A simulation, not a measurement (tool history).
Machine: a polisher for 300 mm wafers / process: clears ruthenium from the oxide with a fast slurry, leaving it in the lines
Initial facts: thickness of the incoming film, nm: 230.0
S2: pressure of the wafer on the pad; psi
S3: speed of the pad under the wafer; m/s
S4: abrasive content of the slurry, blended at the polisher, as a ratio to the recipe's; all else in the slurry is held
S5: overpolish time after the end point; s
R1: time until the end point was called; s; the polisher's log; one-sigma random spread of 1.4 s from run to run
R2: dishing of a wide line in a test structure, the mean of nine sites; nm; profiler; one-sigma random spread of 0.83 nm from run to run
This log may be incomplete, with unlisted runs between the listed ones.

Run 1, hour 0: flow of slurry (ml/min) 135, S2 2.6 psi, S3 0.76 m/s, S4 1, S5 18 s. Result: R1 80.326 s, R2 42.866 nm.
Run 2, hour 6.9: flow of slurry (ml/min) 130, S2 2.5 psi, S3 0.76 m/s, S4 1, S5 19 s. Result: R1 84.073 s, R2 43.44 nm.
Run 3, hour 7.4: flow of slurry (ml/min) 130, S2 3.1 psi, S3 0.76 m/s, S4 1, S5 19 s. Result: R1 69.707 s, R2 50.507 nm.
Run 4, hour 11.7: flow of slurry (ml/min) 130, S2 3.6 psi, S3 0.76 m/s, S4 1, S5 19 s. Result: R1 58.976 s, R2 56.861 nm.
Run 5, hour 16.9: flow of slurry (ml/min) 130, S2 3.6 psi, S3 0.76 m/s, S4 1, S5 15 s. Result: R1 57.461 s, R2 48.773 nm.
Run 6, hour 21.3: flow of slurry (ml/min) 125, S2 3.2 psi, S3 0.76 m/s, S4 1, S5 17 s. Result: R1 67.331 s, R2 48.621 nm.
Run 7, hour 27.4: flow of slurry (ml/min) 120, S2 2.9 psi, S3 0.76 m/s, S4 1, S5 18 s. Result: R1 76.234 s, R2 46.024 nm.
At hour 31.7: slurry nozzle cleaned.
Run 8, hour 31.7: flow of slurry (ml/min) 115, S2 2.8 psi, S3 0.76 m/s, S4 1, S5 19 s. Result: R1 67.765 s, R2 50.208 nm.

The next listed run, before its measurement:
Run 9, hour 32.4: flow of slurry (ml/min) 130, S2 2.8 psi, S3 0.76 m/s, S4 1, S5 19 s. Result: R1 ?, R2 ?.

For run 9 the tool returned R1 66.555 s, R2 51.519 nm.

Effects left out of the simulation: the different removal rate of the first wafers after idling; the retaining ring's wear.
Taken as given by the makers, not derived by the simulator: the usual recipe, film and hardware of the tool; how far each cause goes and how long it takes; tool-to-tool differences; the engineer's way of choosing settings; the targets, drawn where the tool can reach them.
